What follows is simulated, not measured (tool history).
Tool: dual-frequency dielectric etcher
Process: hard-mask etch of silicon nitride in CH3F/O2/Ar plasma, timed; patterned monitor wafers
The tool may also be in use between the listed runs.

run,hour,source power (kW),bias power (kW),etch time (s),mean etch depth across the wafer (nm)
1,0.0,0.400,0.092,166.5,129.20
2,6.3,0.400,0.076,166.5,120.36
3,7.1,0.380,0.075,166.5,113.94
4,11.1,0.430,0.075,166.5,123.46
5,15.5,0.430,0.075,153.5,112.85
6,21.2,0.430,0.085,153.5,121.12
7,25.1,0.410,0.084,153.5,115.62

The next listed run, before its measurement:
8,30.5,0.400,0.084,153.5,?

Run 8 gave mean etch depth across the wafer (nm) 115.18.
